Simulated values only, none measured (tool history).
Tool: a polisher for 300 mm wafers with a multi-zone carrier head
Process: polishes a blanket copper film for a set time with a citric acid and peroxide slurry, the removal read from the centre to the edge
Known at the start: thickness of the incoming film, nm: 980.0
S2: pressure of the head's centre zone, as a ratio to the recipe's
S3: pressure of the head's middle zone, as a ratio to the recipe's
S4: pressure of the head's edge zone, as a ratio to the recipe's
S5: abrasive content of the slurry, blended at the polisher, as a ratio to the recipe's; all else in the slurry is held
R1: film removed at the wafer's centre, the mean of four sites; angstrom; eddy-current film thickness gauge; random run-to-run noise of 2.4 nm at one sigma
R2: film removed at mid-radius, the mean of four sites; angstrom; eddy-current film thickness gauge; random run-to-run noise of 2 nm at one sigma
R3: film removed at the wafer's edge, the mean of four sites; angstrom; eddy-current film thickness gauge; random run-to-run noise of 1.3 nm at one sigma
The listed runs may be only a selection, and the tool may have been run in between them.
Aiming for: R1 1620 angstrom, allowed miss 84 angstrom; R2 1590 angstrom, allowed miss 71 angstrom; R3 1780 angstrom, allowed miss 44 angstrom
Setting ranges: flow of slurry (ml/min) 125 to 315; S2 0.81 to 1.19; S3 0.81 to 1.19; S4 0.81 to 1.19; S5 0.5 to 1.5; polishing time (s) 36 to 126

run 1 hour=0 | flow_of_slurry_(ml/min)=205 S2=1 S3=1 S4=1 S5=1 polishing_time_(s)=81 | R1=1946.1 R2=1932.7 R3=1887.7
run 2 hour=2.3 | flow_of_slurry_(ml/min)=200 S2=0.98 S3=0.97 S4=1 S5=0.95 polishing_time_(s)=81 | R1=1959.4 R2=1834.2 R3=1885.4
run 3 hour=5.9 | flow_of_slurry_(ml/min)=195 S2=0.95 S3=0.97 S4=1.01 S5=0.9 polishing_time_(s)=80 | R1=1816.1 R2=1789.6 R3=1814.9
run 4 hour=10.5 | flow_of_slurry_(ml/min)=190 S2=0.93 S3=0.96 S4=1.02 S5=0.9 polishing_time_(s)=80 | R1=1758.5 R2=1767.2 R3=1854.8
run 5 hour=18.1 | flow_of_slurry_(ml/min)=190 S2=0.93 S3=0.96 S4=1.02 S5=1 polishing_time_(s)=80 | R1=1806.2 R2=1831.4 R3=1873.6
run 6 hour=21.4 | flow_of_slurry_(ml/min)=185 S2=0.92 S3=0.95 S4=1.02 S5=0.95 polishing_time_(s)=80 | R1=1739.8 R2=1795.3 R3=1870.3
run 7 hour=25.8 | flow_of_slurry_(ml/min)=180 S2=0.91 S3=0.94 S4=1.01 S5=0.9 polishing_time_(s)=80 | R1=1687.4 R2=1757.7 R3=1823.1
run 8 hour=32 | flow_of_slurry_(ml/min)=175 S2=0.91 S3=0.92 S4=1.01 S5=0.9 polishing_time_(s)=80 | R1=1740.5 R2=1707.4 R3=1805.8
run 9 hour=37.6 | flow_of_slurry_(ml/min)=175 S2=0.91 S3=0.92 S4=1.01 S5=0.9 polishing_time_(s)=80 | R1=1748.5 R2=1739 R3=1814.5
run 10 hour=38.2 | flow_of_slurry_(ml/min)=175 S2=0.9 S3=0.91 S4=1.02 S5=0.85 polishing_time_(s)=80 | R1=1628.7 R2=1695.7 R3=1802.8

Exactly one of the 5 candidate moves below puts every result within its allowed miss. Which one?
run A hour=38.8 | flow_of_slurry_(ml/min)=170 S2=0.88 S3=0.86 S4=1.1 S5=0.75 polishing_time_(s)=73 | R1=? R2=? R3=?
run B hour=38.8 | flow_of_slurry_(ml/min)=175 S2=0.87 S3=0.83 S4=1.09 S5=0.9 polishing_time_(s)=71 | R1=? R2=? R3=?
run C hour=38.8 | flow_of_slurry_(ml/min)=130 S2=0.91 S3=0.88 S4=1.06 S5=0.75 polishing_time_(s)=83 | R1=? R2=? R3=?
run D hour=38.8 | flow_of_slurry_(ml/min)=230 S2=0.84 S3=0.85 S4=1.19 S5=0.75 polishing_time_(s)=74 | R1=? R2=? R3=?
run E hour=38.8 | flow_of_slurry_(ml/min)=165 S2=0.89 S3=0.83 S4=1.04 S5=0.95 polishing_time_(s)=72 | R1=? R2=? R3=?

move=A R1=1463.1 R2=1416.9 R3=1643.4
move=B R1=1471.1 R2=1401.8 R3=1663
move=C R1=1652.4 R2=1583.5 R3=1793.8
move=D R1=1473.1 R2=1472.9 R3=1767.7
move=E R1=1531.1 R2=1428.6 R3=1665.2
A: pushes the last run's worst result past its target
B: pushes the last run's worst result past its target
C: meets every target
D: pushes the last run's worst result past its target
E: pushes the last run's worst result past its target
So the answer is move C, the one that meets all the targets.
